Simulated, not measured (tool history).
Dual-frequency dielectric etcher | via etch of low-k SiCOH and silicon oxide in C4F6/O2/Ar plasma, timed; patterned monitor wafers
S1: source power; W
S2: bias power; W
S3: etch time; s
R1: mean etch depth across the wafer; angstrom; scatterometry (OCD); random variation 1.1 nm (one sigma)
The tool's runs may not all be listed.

run,hour,S1,S2,S3,R1
1,0.0,310,250,97,2506.1
2,3.6,260,250,97,2271.7
3,9.9,260,220,97,2164.3
4,14.6,240,216,97,2062.1
5,23.4,240,216,97,2053.1
6,25.7,270,216,97,2216.3
7,28.7,250,214,97,2126.7
# hour 37.0: wet clean of the chamber
8,37.0,230,211,97,1945.6

Run 9 comes next. What will it give?
9,42.2,220,210,97,?

{"run 9": {"R1": 1904.9}}
